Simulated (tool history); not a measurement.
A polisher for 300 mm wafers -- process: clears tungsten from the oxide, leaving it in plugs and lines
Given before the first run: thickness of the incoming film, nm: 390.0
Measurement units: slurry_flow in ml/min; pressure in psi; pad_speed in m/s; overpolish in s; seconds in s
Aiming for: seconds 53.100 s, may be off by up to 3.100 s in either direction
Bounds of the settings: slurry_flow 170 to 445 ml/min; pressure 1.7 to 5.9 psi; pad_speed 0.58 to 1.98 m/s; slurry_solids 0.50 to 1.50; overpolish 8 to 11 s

run	hour	slurry_flow	pressure	pad_speed	slurry_solids	overpolish	seconds
1	0.0	285	3.8	1.28	1.00	11	79.700
2	3.5	285	3.8	1.06	1.00	11	95.719
3	12.1	285	4.1	1.08	1.00	11	84.818
4	15.1	350	4.1	1.08	1.00	11	84.108
5	24.0	350	4.1	1.08	0.80	11	89.014
6	26.6	350	4.5	1.08	0.80	11	82.163
7	34.4	350	4.7	1.12	0.80	11	77.977
8	40.5	350	4.9	1.16	0.80	11	70.609
9	47.3	350	5.9	1.20	0.80	11	56.485

Which of these 5 next moves meets every target?
A	54.1	345	5.1	1.30	0.70	11	?
B	54.1	400	5.9	1.40	0.75	11	?
C	54.1	295	5.9	1.50	0.60	8	?
D	54.1	325	5.9	1.46	0.85	10	?
E	54.1	410	5.9	1.22	0.90	8	?

move	seconds
A	62.025
B	49.054
C	48.592
D	46.678
E	54.182
A: the biggest miss grows against the last run
B: the result that was furthest off in the last run now lies on the other side of its target
C: the result that was furthest off in the last run now lies on the other side of its target
D: the result that was furthest off in the last run now lies on the other side of its target
E: meets every target
The move that meets every target is E.
